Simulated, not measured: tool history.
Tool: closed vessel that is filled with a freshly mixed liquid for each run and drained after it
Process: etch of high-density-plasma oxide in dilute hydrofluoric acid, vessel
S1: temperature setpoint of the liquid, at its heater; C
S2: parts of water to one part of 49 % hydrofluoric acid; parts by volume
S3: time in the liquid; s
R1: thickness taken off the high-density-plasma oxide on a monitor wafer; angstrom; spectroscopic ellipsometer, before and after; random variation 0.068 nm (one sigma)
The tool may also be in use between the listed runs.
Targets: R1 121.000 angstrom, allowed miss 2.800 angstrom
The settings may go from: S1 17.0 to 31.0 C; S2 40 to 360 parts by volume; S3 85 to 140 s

| run | hour | S1 | S2 | S3 | R1 |
|---|---|---|---|---|---|
| 1 | 0.0 | 23.0 | 200 | 140 | 40.083 |
| 2 | 4.9 | 25.0 | 165 | 140 | 54.758 |
| 3 | 7.6 | 26.5 | 140 | 140 | 70.977 |
| 4 | 10.7 | 30.0 | 140 | 140 | 80.530 |
| 5 | 15.9 | 30.0 | 70 | 140 | 179.250 |
| 6 | 23.5 | 31.0 | 70 | 140 | 184.320 |
| 7 | 30.1 | 28.5 | 70 | 140 | 168.500 |
| 8 | 37.2 | 26.0 | 70 | 140 | 152.170 |
| 9 | 43.3 | 24.5 | 70 | 140 | 144.800 |
| 10 | 49.3 | 23.0 | 70 | 140 | 135.530 |

4 next moves are on the table. One of them brings every result within its allowed miss. Which?
| A | 55.3 | 24.0 | 85 | 140 | ? |
| B | 55.3 | 23.0 | 80 | 140 | ? |
| C | 55.3 | 20.5 | 75 | 140 | ? |
| D | 55.3 | 20.5 | 70 | 140 | ? |

| move | R1 |
|---|---|
| A | 113.090 |
| B | 116.230 |
| C | 112.680 |
| D | 121.500 |
A: takes the result that was furthest off past its target
B: takes the result that was furthest off past its target
C: takes the result that was furthest off past its target
D: meets every target
Move D is the one to make.
